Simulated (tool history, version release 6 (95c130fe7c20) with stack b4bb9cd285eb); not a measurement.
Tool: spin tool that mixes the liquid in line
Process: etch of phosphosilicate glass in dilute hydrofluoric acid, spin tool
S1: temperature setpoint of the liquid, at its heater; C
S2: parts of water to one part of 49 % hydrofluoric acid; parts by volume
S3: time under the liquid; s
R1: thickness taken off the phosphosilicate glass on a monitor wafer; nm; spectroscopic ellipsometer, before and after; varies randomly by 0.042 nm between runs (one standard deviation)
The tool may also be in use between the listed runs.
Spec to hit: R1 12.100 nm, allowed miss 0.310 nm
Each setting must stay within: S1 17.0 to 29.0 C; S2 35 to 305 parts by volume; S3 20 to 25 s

run	hour	S1	S2	S3	R1
1	0.0	21.0	170	25	15.460
2	4.6	23.0	170	25	16.699
3	12.7	23.0	125	25	24.142
4	19.8	23.0	125	25	24.004
5	20.9	23.0	125	25	24.151
6	28.8	22.5	130	25	22.645
7	31.8	22.0	135	25	21.314
8	32.6	21.5	140	25	19.801
9	34.5	21.0	145	25	18.744
10	39.6	20.5	150	25	17.720
# hour 40.8: thermometer replaced
11	40.8	20.0	155	25	15.463

5 candidate next runs follow, results not yet known. Just one meets every target within its allowed miss. Identify it.
A	42.0	19.5	135	25	?
B	42.0	19.5	155	20	?
C	42.0	23.0	140	25	?
D	42.0	21.5	135	25	?
E	42.0	18.5	120	25	?

move	R1
A	17.825
B	12.165
C	19.638
D	19.309
E	19.558
A: moves away from the targets compared with the last run
B: meets every target
C: moves away from the targets compared with the last run
D: moves away from the targets compared with the last run
E: moves away from the targets compared with the last run
Move B is the one to make.
